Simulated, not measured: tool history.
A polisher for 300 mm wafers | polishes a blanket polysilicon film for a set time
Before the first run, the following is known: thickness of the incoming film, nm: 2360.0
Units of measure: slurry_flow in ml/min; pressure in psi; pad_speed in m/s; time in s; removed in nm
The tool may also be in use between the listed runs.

run,hour,slurry_flow,pressure,pad_speed,time,removed
1,0.0,265,2.0,1.1,119,839.02
2,7.9,265,2.0,1.1,125,884.89
3,8.9,295,2.0,1.1,125,885.85
4,16.1,295,2.0,1.1,119,835.06
5,24.7,340,2.0,1.1,119,851.51
6,28.9,340,1.9,1.1,119,827.63
7,34.5,330,1.8,1.1,119,773.34

What does the tool deliver on the next run?
8,40.4,325,1.8,1.1,119,?

removed: 777.38 nm
